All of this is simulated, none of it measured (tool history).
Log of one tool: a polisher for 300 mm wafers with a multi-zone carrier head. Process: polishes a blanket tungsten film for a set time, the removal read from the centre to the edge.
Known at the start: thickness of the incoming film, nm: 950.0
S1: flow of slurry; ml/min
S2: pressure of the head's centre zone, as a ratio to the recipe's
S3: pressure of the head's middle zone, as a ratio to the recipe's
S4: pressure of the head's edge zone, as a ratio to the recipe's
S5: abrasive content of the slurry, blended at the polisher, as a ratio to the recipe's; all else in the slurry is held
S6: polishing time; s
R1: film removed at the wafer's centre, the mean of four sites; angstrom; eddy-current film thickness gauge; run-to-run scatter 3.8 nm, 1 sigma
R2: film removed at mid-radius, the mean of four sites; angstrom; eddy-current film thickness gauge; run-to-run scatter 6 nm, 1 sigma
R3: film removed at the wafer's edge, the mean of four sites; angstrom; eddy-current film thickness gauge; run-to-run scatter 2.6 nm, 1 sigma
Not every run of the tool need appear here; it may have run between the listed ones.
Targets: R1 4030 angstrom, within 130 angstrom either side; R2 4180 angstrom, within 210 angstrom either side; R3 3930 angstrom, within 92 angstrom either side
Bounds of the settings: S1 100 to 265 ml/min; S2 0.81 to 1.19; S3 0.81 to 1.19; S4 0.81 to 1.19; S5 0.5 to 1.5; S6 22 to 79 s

Run 1, day 0: S1 170 ml/min, S2 1, S3 1, S4 1, S5 1, S6 50 s. Result: R1 3000.6 angstrom, R2 2976.4 angstrom, R3 3055.5 angstrom.
Run 2, day 0.167: S1 170 ml/min, S2 1, S3 1, S4 1.05, S5 1, S6 50 s. Result: R1 2969.2 angstrom, R2 2977.7 angstrom, R3 3105.4 angstrom.
Run 3, day 0.242: S1 185 ml/min, S2 1.02, S3 1.03, S4 1.07, S5 1.15, S6 51 s. Result: R1 3204.7 angstrom, R2 3299.6 angstrom, R3 3352.3 angstrom.
Run 4, day 0.271: S1 185 ml/min, S2 1.09, S3 1.03, S4 1.07, S5 1.15, S6 51 s. Result: R1 3446.9 angstrom, R2 3357 angstrom, R3 3369.6 angstrom.
Run 5, day 0.558: S1 195 ml/min, S2 1.11, S3 1.05, S4 1.09, S5 1.25, S6 51 s. Result: R1 3586 angstrom, R2 3527.2 angstrom, R3 3482.2 angstrom.
Run 6, day 0.721: S1 205 ml/min, S2 1.12, S3 1.07, S4 1.11, S5 1.3, S6 51 s. Result: R1 3701.1 angstrom, R2 3577.7 angstrom, R3 3580.9 angstrom.
Run 7, day 1.042: S1 210 ml/min, S2 1.12, S3 1.1, S4 1.12, S5 1.35, S6 51 s. Result: R1 3700 angstrom, R2 3728.8 angstrom, R3 3615.4 angstrom.
Run 8, day 1.2: S1 215 ml/min, S2 1.13, S3 1.12, S4 1.13, S5 1.4, S6 51 s. Result: R1 3842.2 angstrom, R2 3813.7 angstrom, R3 3676.6 angstrom.
Run 9, day 1.546: S1 220 ml/min, S2 1.13, S3 1.14, S4 1.14, S5 1.45, S6 51 s. Result: R1 3939.8 angstrom, R2 4038.1 angstrom, R3 3751.2 angstrom.
Run 10, day 1.65: S1 225 ml/min, S2 1.13, S3 1.14, S4 1.15, S5 1.45, S6 51 s. Result: R1 3929.2 angstrom, R2 4027.8 angstrom, R3 3730.3 angstrom.
Run 11, day 1.8: S1 225 ml/min, S2 1.13, S3 1.14, S4 1.16, S5 1.45, S6 51 s. Result: R1 3923.6 angstrom, R2 4027.3 angstrom, R3 3788.7 angstrom.
Run 12, day 1.862: S1 230 ml/min, S2 1.13, S3 1.14, S4 1.17, S5 1.45, S6 51 s. Result: R1 3876.7 angstrom, R2 3936 angstrom, R3 3788.8 angstrom.
Run 13, day 2.142: S1 230 ml/min, S2 1.13, S3 1.15, S4 1.17, S5 1.45, S6 51 s. Result: R1 3919.2 angstrom, R2 3889.2 angstrom, R3 3784.5 angstrom.

Consider the 5 candidate settings below. Which is the only one whose results all fall within their allowed miss of target?
Run A, day 2.421: S1 210 ml/min, S2 1.19, S3 1.18, S4 1.13, S5 1.35, S6 51 s. Result: R1 ?, R2 ?, R3 ?.
Run B, day 2.421: S1 260 ml/min, S2 1.12, S3 1.14, S4 1.16, S5 1.45, S6 52 s. Result: R1 ?, R2 ?, R3 ?.
Run C, day 2.421: S1 260 ml/min, S2 1.19, S3 1.05, S4 1.07, S5 1.4, S6 50 s. Result: R1 ?, R2 ?, R3 ?.
Run D, day 2.421: S1 250 ml/min, S2 1.13, S3 1.08, S4 1.19, S5 1.35, S6 48 s. Result: R1 ?, R2 ?, R3 ?.
Run E, day 2.421: S1 265 ml/min, S2 1.17, S3 1.12, S4 1.1, S5 1.5, S6 50 s. Result: R1 ?, R2 ?, R3 ?.

move      R1      R2      R3
   A    3919  3999.6  3636.6
   B  3987.8  4152.3  3903.7
   C    3995  3699.3  3595.1
   D  3618.9  3582.1  3566.2
   E  4022.8    3979    3708
A: its largest miss is bigger than the last run's
B: every result within its allowed miss
C: its largest miss is bigger than the last run's
D: its largest miss is bigger than the last run's
E: its largest miss is bigger than the last run's
B is the move that brings every result within its allowed miss.

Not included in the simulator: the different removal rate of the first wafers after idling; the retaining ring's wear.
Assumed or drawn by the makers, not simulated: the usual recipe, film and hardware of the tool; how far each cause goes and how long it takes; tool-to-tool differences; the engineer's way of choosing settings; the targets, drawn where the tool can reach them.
